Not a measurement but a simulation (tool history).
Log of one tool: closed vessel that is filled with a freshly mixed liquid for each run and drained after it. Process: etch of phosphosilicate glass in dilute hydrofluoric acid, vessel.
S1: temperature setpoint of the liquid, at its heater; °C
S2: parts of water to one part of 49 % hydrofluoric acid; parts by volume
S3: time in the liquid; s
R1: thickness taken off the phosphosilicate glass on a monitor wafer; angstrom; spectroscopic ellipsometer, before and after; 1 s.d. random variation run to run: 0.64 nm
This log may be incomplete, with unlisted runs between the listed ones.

Run 1, hour 0.0: S1 22.0 °C, S2 75 parts by volume, S3 95 s. Result: R1 781.87 angstrom.
Run 2, hour 7.6: S1 22.0 °C, S2 75 parts by volume, S3 105 s. Result: R1 864.91 angstrom.
Run 3, hour 8.8: S1 23.0 °C, S2 70 parts by volume, S3 105 s. Result: R1 971.66 angstrom.
Run 4, hour 13.6: S1 24.0 °C, S2 65 parts by volume, S3 105 s. Result: R1 1101.00 angstrom.
Run 5, hour 15.1: S1 25.0 °C, S2 60 parts by volume, S3 105 s. Result: R1 1249.80 angstrom.
Run 6, hour 21.8: S1 27.0 °C, S2 60 parts by volume, S3 105 s. Result: R1 1348.70 angstrom.

What will run 7 give?
Run 7, hour 28.6: S1 27.5 °C, S2 60 parts by volume, S3 105 s. Result: R1 ?.

R1: 1375.00 angstrom
